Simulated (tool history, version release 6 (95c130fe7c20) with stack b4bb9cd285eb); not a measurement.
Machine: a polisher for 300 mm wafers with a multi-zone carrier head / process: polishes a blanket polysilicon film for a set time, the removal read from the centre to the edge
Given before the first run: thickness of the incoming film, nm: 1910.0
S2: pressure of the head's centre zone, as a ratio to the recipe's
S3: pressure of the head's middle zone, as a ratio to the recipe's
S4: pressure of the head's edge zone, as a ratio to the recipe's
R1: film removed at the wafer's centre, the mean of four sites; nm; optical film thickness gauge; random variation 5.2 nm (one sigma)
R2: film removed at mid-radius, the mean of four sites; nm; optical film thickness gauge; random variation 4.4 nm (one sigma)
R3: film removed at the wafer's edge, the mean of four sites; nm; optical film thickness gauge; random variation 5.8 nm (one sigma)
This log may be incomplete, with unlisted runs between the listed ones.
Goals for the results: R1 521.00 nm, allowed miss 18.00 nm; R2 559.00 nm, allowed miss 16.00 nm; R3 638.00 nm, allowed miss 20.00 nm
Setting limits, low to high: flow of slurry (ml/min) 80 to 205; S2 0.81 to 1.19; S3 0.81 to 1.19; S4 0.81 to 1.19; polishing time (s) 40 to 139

Run 1, hour 0.0: flow of slurry (ml/min) 135, S2 1.00, S3 1.00, S4 1.00, polishing time (s) 89. Result: R1 631.76 nm, R2 644.43 nm, R3 633.78 nm.
Run 2, hour 8.1: flow of slurry (ml/min) 115, S2 1.00, S3 1.00, S4 1.00, polishing time (s) 89. Result: R1 620.02 nm, R2 630.88 nm, R3 627.85 nm.
Run 3, hour 14.1: flow of slurry (ml/min) 110, S2 0.96, S3 0.97, S4 1.02, polishing time (s) 89. Result: R1 585.87 nm, R2 610.74 nm, R3 623.21 nm.
Run 4, hour 17.7: flow of slurry (ml/min) 100, S2 0.94, S3 0.95, S4 1.06, polishing time (s) 89. Result: R1 559.11 nm, R2 587.80 nm, R3 626.06 nm.
Run 5, hour 25.4: flow of slurry (ml/min) 100, S2 0.94, S3 0.95, S4 1.06, polishing time (s) 79. Result: R1 494.77 nm, R2 516.98 nm, R3 559.41 nm.
Run 6, hour 30.9: flow of slurry (ml/min) 100, S2 0.99, S3 0.95, S4 1.06, polishing time (s) 79. Result: R1 518.45 nm, R2 515.92 nm, R3 558.02 nm.
Run 7, hour 36.9: flow of slurry (ml/min) 110, S2 0.97, S3 0.95, S4 1.10, polishing time (s) 80. Result: R1 526.98 nm, R2 537.68 nm, R3 590.53 nm.
Run 8, hour 42.4: flow of slurry (ml/min) 110, S2 0.97, S3 0.95, S4 1.10, polishing time (s) 80. Result: R1 527.59 nm, R2 536.05 nm, R3 588.64 nm.

4 next moves are on the table. One of them brings every result within its allowed miss. Which?
Run A, hour 47.9: flow of slurry (ml/min) 120, S2 0.87, S3 0.88, S4 1.08, polishing time (s) 86. Result: R1 ?, R2 ?, R3 ?.
Run B, hour 47.9: flow of slurry (ml/min) 125, S2 1.02, S3 1.00, S4 0.99, polishing time (s) 75. Result: R1 ?, R2 ?, R3 ?.
Run C, hour 47.9: flow of slurry (ml/min) 95, S2 0.88, S3 0.97, S4 1.08, polishing time (s) 90. Result: R1 ?, R2 ?, R3 ?.
Run D, hour 47.9: flow of slurry (ml/min) 110, S2 0.82, S3 1.00, S4 1.18, polishing time (s) 85. Result: R1 ?, R2 ?, R3 ?.

move      R1      R2      R3
   A  506.43  561.58  627.01
   B  523.56  533.46  531.10
   C  506.40  593.09  633.44
   D  462.31  589.71  633.79
A: every result lands within tolerance
B: moves away from the targets compared with the last run
C: the furthest-off result lands on target, but another misses its tolerance
D: the furthest-off result lands on target, but another misses its tolerance
The move that meets every target is A.
